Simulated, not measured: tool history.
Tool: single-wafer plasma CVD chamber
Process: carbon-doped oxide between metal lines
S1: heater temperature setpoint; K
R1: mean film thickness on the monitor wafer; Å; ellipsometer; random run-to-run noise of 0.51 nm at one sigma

{"run": 1, "hour": 0.0, "S1": 613.15, "chamber pressure (Torr)": 5.48, "RF power (kW)": 0.46, "deposition time (s)": 16.3, "R1": 813.41}
{"run": 2, "hour": 3.2, "S1": 611.15, "chamber pressure (Torr)": 5.64, "RF power (kW)": 0.465, "deposition time (s)": 16.3, "R1": 833.43}
{"run": 3, "hour": 11.0, "S1": 609.15, "chamber pressure (Torr)": 5.75, "RF power (kW)": 0.465, "deposition time (s)": 16.3, "R1": 838.91}
{"run": 4, "hour": 16.2, "S1": 609.15, "chamber pressure (Torr)": 5.75, "RF power (kW)": 0.465, "deposition time (s)": 15.5, "R1": 798.98}
{"run": 5, "hour": 16.8, "S1": 608.15, "chamber pressure (Torr)": 5.88, "RF power (kW)": 0.475, "deposition time (s)": 15.5, "R1": 813.08}
{"run": 6, "hour": 17.4, "S1": 607.15, "chamber pressure (Torr)": 5.94, "RF power (kW)": 0.485, "deposition time (s)": 15.5, "R1": 824.03}
{"run": 7, "hour": 18.4, "S1": 606.15, "chamber pressure (Torr)": 5.99, "RF power (kW)": 0.495, "deposition time (s)": 15.5, "R1": 851.01}

What will run 8 give?
{"run": 8, "hour": 24.1, "S1": 605.15, "chamber pressure (Torr)": 6.07, "RF power (kW)": 0.5, "deposition time (s)": 15.5, "R1": "?"}

Run 8 measured R1 855.94 Å.

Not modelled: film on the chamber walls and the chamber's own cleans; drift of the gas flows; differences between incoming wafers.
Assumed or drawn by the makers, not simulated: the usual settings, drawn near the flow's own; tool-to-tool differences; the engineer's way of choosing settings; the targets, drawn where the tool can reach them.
